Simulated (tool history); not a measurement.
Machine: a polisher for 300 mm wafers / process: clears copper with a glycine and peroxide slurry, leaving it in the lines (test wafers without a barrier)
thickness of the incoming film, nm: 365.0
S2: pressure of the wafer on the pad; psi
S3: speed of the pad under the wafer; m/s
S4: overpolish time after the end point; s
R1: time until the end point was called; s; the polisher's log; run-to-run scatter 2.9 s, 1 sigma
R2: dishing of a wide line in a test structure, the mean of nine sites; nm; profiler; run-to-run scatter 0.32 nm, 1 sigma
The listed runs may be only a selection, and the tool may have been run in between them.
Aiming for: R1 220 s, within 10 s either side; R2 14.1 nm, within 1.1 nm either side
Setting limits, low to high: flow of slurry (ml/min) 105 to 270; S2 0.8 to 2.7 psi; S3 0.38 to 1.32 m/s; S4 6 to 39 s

Run 1, day 0: flow of slurry (ml/min) 175, S2 1.7 psi, S3 0.84 m/s, S4 20 s. Result: R1 137.4 s, R2 38.769 nm.
Run 2, day 0.238: flow of slurry (ml/min) 175, S2 2.1 psi, S3 0.84 m/s, S4 20 s. Result: R1 121.11 s, R2 42.601 nm.
Run 3, day 0.358: flow of slurry (ml/min) 175, S2 1.9 psi, S3 0.78 m/s, S4 17 s. Result: R1 135.93 s, R2 32.792 nm.
Run 4, day 0.708: flow of slurry (ml/min) 175, S2 1.8 psi, S3 0.74 m/s, S4 15 s. Result: R1 143.58 s, R2 28.444 nm.
Run 5, day 0.938: flow of slurry (ml/min) 175, S2 1.6 psi, S3 0.7 m/s, S4 14 s. Result: R1 162.38 s, R2 24.181 nm.
At day 1.042: slurry nozzle cleaned.
Run 6, day 1.042: flow of slurry (ml/min) 175, S2 1.5 psi, S3 0.68 m/s, S4 13 s. Result: R1 153.28 s, R2 23.553 nm.
Run 7, day 1.4: flow of slurry (ml/min) 165, S2 1.4 psi, S3 0.62 m/s, S4 13 s. Result: R1 168.97 s, R2 20.757 nm.
Run 8, day 1.738: flow of slurry (ml/min) 165, S2 1.4 psi, S3 0.62 m/s, S4 13 s. Result: R1 174.38 s, R2 20.757 nm.
Run 9, day 1.962: flow of slurry (ml/min) 165, S2 1.3 psi, S3 0.6 m/s, S4 12 s. Result: R1 179.6 s, R2 19.203 nm.
Run 10, day 2.242: flow of slurry (ml/min) 160, S2 0.8 psi, S3 0.52 m/s, S4 9 s. Result: R1 235.18 s, R2 11.054 nm.
Run 11, day 2.546: flow of slurry (ml/min) 160, S2 0.8 psi, S3 0.52 m/s, S4 10 s. Result: R1 231.7 s, R2 11.898 nm.

Which single option among these 4 for the next run brings every result within its allowed miss of target? Just one does.
Run A, day 2.85: flow of slurry (ml/min) 145, S2 0.8 psi, S3 0.5 m/s, S4 12 s. Result: R1 ?, R2 ?.
Run B, day 2.85: flow of slurry (ml/min) 175, S2 0.9 psi, S3 0.54 m/s, S4 14 s. Result: R1 ?, R2 ?.
Run C, day 2.85: flow of slurry (ml/min) 175, S2 0.8 psi, S3 0.58 m/s, S4 11 s. Result: R1 ?, R2 ?.
Run D, day 2.85: flow of slurry (ml/min) 115, S2 0.9 psi, S3 0.54 m/s, S4 12 s. Result: R1 ?, R2 ?.

move      R1      R2
   A  240.42  14.092
   B  216.14  18.086
   C  216.58  14.299
   D  235.76  14.348
A: gets the furthest-off result to its target, but another result is out of tolerance
B: takes the result that was furthest off past its target
C: hits every target within its allowed miss
D: gets the furthest-off result to its target, but another result is out of tolerance
The right move is C.
